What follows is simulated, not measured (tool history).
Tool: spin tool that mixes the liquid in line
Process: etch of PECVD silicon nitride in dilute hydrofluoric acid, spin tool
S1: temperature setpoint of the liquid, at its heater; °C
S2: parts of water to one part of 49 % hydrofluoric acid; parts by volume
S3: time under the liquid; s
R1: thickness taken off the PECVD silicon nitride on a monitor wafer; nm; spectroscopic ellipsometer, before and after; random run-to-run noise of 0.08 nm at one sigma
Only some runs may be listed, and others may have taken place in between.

run 1 hour=0.0 | S1=21.0 S2=100 S3=280 | R1=6.9988
run 2 hour=5.9 | S1=23.5 S2=95 S3=280 | R1=8.6662
run 3 hour=14.1 | S1=23.5 S2=130 S3=280 | R1=6.3678
run 4 hour=19.5 | S1=25.0 S2=115 S3=280 | R1=7.9494
run 5 hour=24.3 | S1=25.0 S2=150 S3=280 | R1=6.0659
run 6 hour=32.9 | S1=25.0 S2=150 S3=300 | R1=6.5360
run 7 hour=40.9 | S1=26.0 S2=130 S3=300 | R1=8.0426
run 8 hour=47.1 | S1=27.0 S2=115 S3=300 | R1=9.7256
run 9 hour=47.8 | S1=27.5 S2=105 S3=300 | R1=10.8980
run 10 hour=51.3 | S1=28.0 S2=100 S3=300 | R1=11.7710

Run 11 is up next; what results do you expect?
run 11 hour=56.9 | S1=28.5 S2=95 S3=300 | R1=?

{"run 11": {"R1": 12.896}}
